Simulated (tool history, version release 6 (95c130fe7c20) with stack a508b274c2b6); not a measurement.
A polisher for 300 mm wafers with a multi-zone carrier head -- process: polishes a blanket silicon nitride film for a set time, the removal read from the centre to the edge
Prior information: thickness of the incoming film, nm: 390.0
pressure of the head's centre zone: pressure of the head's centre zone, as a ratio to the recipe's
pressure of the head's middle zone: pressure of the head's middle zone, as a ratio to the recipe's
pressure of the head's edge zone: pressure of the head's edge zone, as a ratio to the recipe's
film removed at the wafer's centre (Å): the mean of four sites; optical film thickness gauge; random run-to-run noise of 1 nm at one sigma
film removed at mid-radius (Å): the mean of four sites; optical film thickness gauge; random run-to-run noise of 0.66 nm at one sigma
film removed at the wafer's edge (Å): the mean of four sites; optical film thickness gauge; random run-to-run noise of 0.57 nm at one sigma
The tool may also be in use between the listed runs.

run	day	flow of slurry (ml/min)	pressure of the head's centre zone	pressure of the head's middle zone	pressure of the head's edge zone	polishing time (s)	film removed at the wafer's centre (Å)	film removed at mid-radius (Å)	film removed at the wafer's edge (Å)
1	0	265	1	1	1	46	535.09	553.99	547.74
2	0.192	265	1	1	1.07	46	526.67	554.07	563.19
3	0.412	270	1.01	0.99	1.08	48	569.05	566.62	588.27
4	0.529	270	1.01	1.04	1.08	48	554.96	593.65	593.59
5	0.862	270	1.01	1.04	1.08	40	470.43	491.57	491.77
6	1.117	270	1.01	1.12	1.08	40	476.7	518.48	491.42
7	1.388	275	1.03	1.1	1.09	42	518.52	541.11	523.32
8	1.538	275	1.04	1.08	1.1	44	522.7	562	548.19
9	1.638	290	1.06	1.05	1.1	46	560.15	567.74	574.48
10	1.888	295	1.08	1.04	1.1	48	605.46	587.14	596.47
11	2.238	295	1.09	1.03	1.11	49	641.14	607.11	620.31
12	2.608	295	1.09	1.02	1.12	50	642.31	614.6	626.8
13	2.629	300	1.09	1	1.13	51	642.06	617.3	641.22
14	2.708	300	1.1	0.98	1.14	52	677.75	616.14	660.9

What will run 15 give?
15	2.9	300	1.1	0.97	1.15	53	?	?	?

{"run 15": {"film removed at the wafer's centre (Å)": 686.35, "film removed at mid-radius (Å)": 621.74, "film removed at the wafer's edge (Å)": 671.71}}
